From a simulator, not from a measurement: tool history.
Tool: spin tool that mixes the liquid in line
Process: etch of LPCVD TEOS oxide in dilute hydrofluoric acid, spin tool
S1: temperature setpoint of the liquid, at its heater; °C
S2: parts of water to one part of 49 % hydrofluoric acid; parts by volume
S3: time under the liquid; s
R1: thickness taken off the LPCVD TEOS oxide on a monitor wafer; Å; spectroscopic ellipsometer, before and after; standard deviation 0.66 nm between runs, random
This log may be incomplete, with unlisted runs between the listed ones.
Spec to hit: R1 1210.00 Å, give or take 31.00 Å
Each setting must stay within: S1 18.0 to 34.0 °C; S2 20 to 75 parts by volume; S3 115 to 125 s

run	hour	S1	S2	S3	R1
1	0.0	26.0	45	115	568.21
2	8.4	26.0	30	115	861.74
3	16.3	26.0	30	125	943.86
4	17.8	27.0	30	125	983.03
5	20.3	28.0	30	125	1014.60
6	26.6	29.0	30	125	1057.10
7	31.8	29.5	30	125	1088.90
8	32.7	30.0	30	125	1112.30
9	36.7	30.5	30	125	1134.90

Exercise: of the 4 proposed moves below, exactly one satisfies all targets within the stated allowed misses. Which move is it?
A	40.7	32.5	30	115	?
B	40.7	32.5	30	125	?
C	40.7	33.0	35	125	?
D	40.7	31.0	30	125	?

move	R1
A	1122.10
B	1219.70
C	1057.10
D	1149.50
A: the biggest miss grows against the last run
B: each result inside its tolerance
C: the biggest miss grows against the last run
D: closes in on the targets versus the last run, not all within tolerance yet
Answer: B

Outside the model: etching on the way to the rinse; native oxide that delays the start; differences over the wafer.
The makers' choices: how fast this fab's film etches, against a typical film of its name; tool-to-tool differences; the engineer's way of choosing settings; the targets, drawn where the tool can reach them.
